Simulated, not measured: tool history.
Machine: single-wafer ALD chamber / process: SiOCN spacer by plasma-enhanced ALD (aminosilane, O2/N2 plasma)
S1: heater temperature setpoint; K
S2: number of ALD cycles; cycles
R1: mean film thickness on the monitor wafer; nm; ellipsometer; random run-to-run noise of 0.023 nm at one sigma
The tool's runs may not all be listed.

run  hour      S1  S2      R1
  1     0  688.15  60  3.4159
  2   7.4  688.15  68  3.8265
  3   8.8  696.15  68  3.7482
  4  15.8  695.15  69  3.8168
  5  19.7  688.15  69  3.9203
  6  22.2  688.15  77  4.3838
  7  27.6  689.15  76  4.2696

Run 8, settings as shown, results not yet in. Your forecast:
  8  30.9  689.15  76   ?

R1: 4.3509 nm
